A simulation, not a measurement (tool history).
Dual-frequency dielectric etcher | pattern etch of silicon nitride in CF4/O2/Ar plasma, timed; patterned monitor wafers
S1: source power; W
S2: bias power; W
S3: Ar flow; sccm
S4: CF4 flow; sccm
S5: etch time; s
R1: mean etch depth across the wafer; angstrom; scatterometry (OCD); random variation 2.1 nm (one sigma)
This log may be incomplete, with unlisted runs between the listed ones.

run 1 day=0.000 | S1=520 S2=65 S3=87 S4=88 S5=155.5 | R1=3661.8
run 2 day=0.150 | S1=540 S2=65 S3=87 S4=88 S5=155.5 | R1=3735.0
run 3 day=0.388 | S1=540 S2=65 S3=87 S4=80 S5=155.5 | R1=3693.1
run 4 day=0.612 | S1=540 S2=65 S3=87 S4=70 S5=155.5 | R1=3652.2
run 5 day=0.912 | S1=540 S2=65 S3=72 S4=70 S5=155.5 | R1=3702.7
run 6 day=1.204 | S1=540 S2=65 S3=72 S4=78 S5=155.5 | R1=3772.4

What does the tool deliver on the next run?
run 7 day=1.296 | S1=560 S2=65 S3=72 S4=78 S5=155.5 | R1=?

Logged for run 7: R1 3867.0 angstrom.
